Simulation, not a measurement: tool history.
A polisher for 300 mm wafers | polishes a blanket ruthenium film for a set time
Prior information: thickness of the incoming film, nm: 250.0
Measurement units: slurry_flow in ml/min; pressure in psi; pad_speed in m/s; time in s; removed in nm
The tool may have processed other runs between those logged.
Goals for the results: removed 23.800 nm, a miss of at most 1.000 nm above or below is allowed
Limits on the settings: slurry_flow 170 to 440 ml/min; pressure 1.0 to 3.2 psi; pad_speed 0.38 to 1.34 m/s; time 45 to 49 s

{"run": 1, "day": 0.0, "slurry_flow": 280, "pressure": 2.1, "pad_speed": 0.86, "time": 49, "removed": 50.8}
{"run": 2, "day": 0.075, "slurry_flow": 280, "pressure": 2.1, "pad_speed": 0.86, "time": 49, "removed": 50.043}
{"run": 3, "day": 0.304, "slurry_flow": 280, "pressure": 1.8, "pad_speed": 0.86, "time": 49, "removed": 44.129}
{"run": 4, "day": 0.429, "slurry_flow": 280, "pressure": 1.8, "pad_speed": 1.0, "time": 49, "removed": 49.131}
{"run": 5, "day": 0.508, "slurry_flow": 280, "pressure": 1.8, "pad_speed": 0.82, "time": 49, "removed": 40.945}
{"run": 6, "day": 0.583, "slurry_flow": 280, "pressure": 1.6, "pad_speed": 0.8, "time": 49, "removed": 36.979}
{"run": 7, "day": 0.908, "slurry_flow": 280, "pressure": 1.4, "pad_speed": 0.76, "time": 49, "removed": 30.457}
{"run": 8, "day": 1.121, "slurry_flow": 280, "pressure": 1.0, "pad_speed": 0.76, "time": 49, "removed": 21.929}

Of the 5 settings listed for the next run, only one would bring every result within its allowed miss of target. Which one?
{"run": "A", "day": 1.333, "slurry_flow": 285, "pressure": 1.1, "pad_speed": 0.88, "time": 46, "removed": "?"}
{"run": "B", "day": 1.333, "slurry_flow": 290, "pressure": 1.0, "pad_speed": 0.84, "time": 47, "removed": "?"}
{"run": "C", "day": 1.333, "slurry_flow": 245, "pressure": 1.0, "pad_speed": 0.8, "time": 45, "removed": "?"}
{"run": "D", "day": 1.333, "slurry_flow": 205, "pressure": 1.1, "pad_speed": 0.66, "time": 49, "removed": "?"}
{"run": "E", "day": 1.333, "slurry_flow": 205, "pressure": 2.0, "pad_speed": 0.46, "time": 45, "removed": "?"}

move=A removed=26.256
move=B removed=23.564
move=C removed=21.342
move=D removed=21.208
move=E removed=25.579
A: the result that was furthest off in the last run now lies on the other side of its target
B: hits every target within its allowed miss
C: its largest miss is bigger than the last run's
D: its largest miss is bigger than the last run's
E: the result that was furthest off in the last run now lies on the other side of its target
Go with B: it meets all targets.
